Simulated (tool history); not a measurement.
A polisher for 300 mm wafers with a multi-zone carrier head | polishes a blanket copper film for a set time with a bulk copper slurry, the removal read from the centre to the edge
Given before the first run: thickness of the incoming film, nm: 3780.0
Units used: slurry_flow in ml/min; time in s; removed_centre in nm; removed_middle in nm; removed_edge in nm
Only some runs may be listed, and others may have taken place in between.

Run 1, hour 0: slurry_flow 200 ml/min, centre_zone 1, middle_zone 1, edge_zone 1, slurry_solids 1, time 89 s. Result: removed_centre 951.98 nm, removed_middle 944.01 nm, removed_edge 977.17 nm.
Run 2, hour 4.5: slurry_flow 200 ml/min, centre_zone 1, middle_zone 0.96, edge_zone 1, slurry_solids 1, time 89 s. Result: removed_centre 963.62 nm, removed_middle 915.98 nm, removed_edge 970.63 nm.
Run 3, hour 8: slurry_flow 200 ml/min, centre_zone 1, middle_zone 0.91, edge_zone 1, slurry_solids 1, time 89 s. Result: removed_centre 975.25 nm, removed_middle 892.46 nm, removed_edge 960.8 nm.
Run 4, hour 16: slurry_flow 215 ml/min, centre_zone 1, middle_zone 0.98, edge_zone 1.03, slurry_solids 1.15, time 94 s. Result: removed_centre 1030 nm, removed_middle 1010.7 nm, removed_edge 1042.8 nm.
Run 5, hour 19.3: slurry_flow 205 ml/min, centre_zone 0.98, middle_zone 1, edge_zone 1.05, slurry_solids 1.2, time 103 s. Result: removed_centre 1115.8 nm, removed_middle 1119.5 nm, removed_edge 1165.7 nm.
Run 6, hour 25.6: slurry_flow 205 ml/min, centre_zone 0.91, middle_zone 1, edge_zone 1.05, slurry_solids 1.2, time 103 s. Result: removed_centre 1069.1 nm, removed_middle 1154.8 nm, removed_edge 1188.7 nm.
Run 7, hour 29.8: slurry_flow 260 ml/min, centre_zone 0.93, middle_zone 1.08, edge_zone 1.15, slurry_solids 1.45, time 108 s. Result: removed_centre 1193.8 nm, removed_middle 1342.7 nm, removed_edge 1335.2 nm.

Forecast run 8:
Run 8, hour 34.5: slurry_flow 260 ml/min, centre_zone 0.93, middle_zone 1.08, edge_zone 1.16, slurry_solids 1.45, time 110 s. Result: removed_centre ?, removed_middle ?, removed_edge ?.

Logged for run 8: removed_centre 1212.2 nm, removed_middle 1361.5 nm, removed_edge 1354.7 nm.
